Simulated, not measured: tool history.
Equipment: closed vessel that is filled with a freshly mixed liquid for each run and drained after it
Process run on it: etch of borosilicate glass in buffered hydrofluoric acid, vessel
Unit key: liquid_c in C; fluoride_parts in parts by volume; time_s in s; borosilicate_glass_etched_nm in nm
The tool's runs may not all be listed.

run,hour,liquid_c,fluoride_parts,time_s,borosilicate_glass_etched_nm
1,0.0,23.0,19.5,100,61.552
2,5.3,26.5,19.5,100,73.574
3,9.0,26.5,19.5,100,74.041
4,10.0,26.5,19.5,100,74.642
5,12.4,24.5,19.5,100,66.975
6,15.4,24.5,19.5,100,66.709
7,24.4,26.0,19.5,100,72.421
8,26.2,27.0,19.5,100,76.326
9,31.2,27.5,19.5,100,78.573
10,40.0,28.0,19.5,100,81.025
11,40.7,28.5,19.5,100,82.683

What will run 12 give?
12,44.0,29.0,19.5,100,?

Run 12 yielded borosilicate_glass_etched_nm 84.981 nm.
